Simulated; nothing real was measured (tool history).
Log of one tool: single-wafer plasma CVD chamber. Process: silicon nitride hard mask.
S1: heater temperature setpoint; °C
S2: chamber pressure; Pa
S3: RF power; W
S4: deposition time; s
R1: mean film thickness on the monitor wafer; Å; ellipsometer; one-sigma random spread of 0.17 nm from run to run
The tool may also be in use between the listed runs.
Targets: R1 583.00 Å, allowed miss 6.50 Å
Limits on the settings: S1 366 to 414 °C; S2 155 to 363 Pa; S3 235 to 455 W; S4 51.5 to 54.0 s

{"run": 1, "day": 0.0, "S1": 390, "S2": 259, "S3": 345, "S4": 54.0, "R1": 723.44}
{"run": 2, "day": 0.158, "S1": 390, "S2": 259, "S3": 345, "S4": 54.0, "R1": 723.09}
{"run": 3, "day": 0.267, "S1": 390, "S2": 259, "S3": 395, "S4": 54.0, "R1": 781.48}
{"run": 4, "day": 0.442, "S1": 390, "S2": 243, "S3": 375, "S4": 53.9, "R1": 743.73}
{"run": 5, "day": 0.704, "S1": 390, "S2": 243, "S3": 375, "S4": 54.0, "R1": 743.67}
{"run": 6, "day": 0.8, "S1": 390, "S2": 229, "S3": 360, "S4": 53.9, "R1": 708.2}
{"run": 7, "day": 0.9, "S1": 390, "S2": 217, "S3": 350, "S4": 53.9, "R1": 687.82}
{"run": 8, "day": 0.954, "S1": 390, "S2": 208, "S3": 340, "S4": 53.9, "R1": 666.96}
{"run": 9, "day": 1.229, "S1": 390, "S2": 200, "S3": 335, "S4": 53.9, "R1": 650.42}
{"run": 10, "day": 1.296, "S1": 390, "S2": 193, "S3": 330, "S4": 53.9, "R1": 636.39}
{"run": 11, "day": 1.488, "S1": 390, "S2": 187, "S3": 325, "S4": 53.9, "R1": 622.35}
{"run": 12, "day": 1.717, "S1": 390, "S2": 187, "S3": 325, "S4": 53.9, "R1": 624.86}

Pick the move, out of 5, that brings all results within their allowed miss; only one does.
{"run": "A", "day": 1.946, "S1": 387, "S2": 223, "S3": 345, "S4": 51.8, "R1": "?"}
{"run": "B", "day": 1.946, "S1": 395, "S2": 183, "S3": 380, "S4": 51.5, "R1": "?"}
{"run": "C", "day": 1.946, "S1": 388, "S2": 172, "S3": 315, "S4": 54.0, "R1": "?"}
{"run": "D", "day": 1.946, "S1": 392, "S2": 177, "S3": 335, "S4": 52.0, "R1": "?"}
{"run": "E", "day": 1.946, "S1": 391, "S2": 176, "S3": 315, "S4": 52.3, "R1": "?"}

move=A R1=661.00
move=B R1=652.11
move=C R1=597.59
move=D R1=603.79
move=E R1=582.63
A: misses by more than the last run did
B: misses by more than the last run did
C: gains on the last run, yet a result remains outside its allowed miss
D: gains on the last run, yet a result remains outside its allowed miss
E: each result inside its tolerance
The move that meets every target is E.

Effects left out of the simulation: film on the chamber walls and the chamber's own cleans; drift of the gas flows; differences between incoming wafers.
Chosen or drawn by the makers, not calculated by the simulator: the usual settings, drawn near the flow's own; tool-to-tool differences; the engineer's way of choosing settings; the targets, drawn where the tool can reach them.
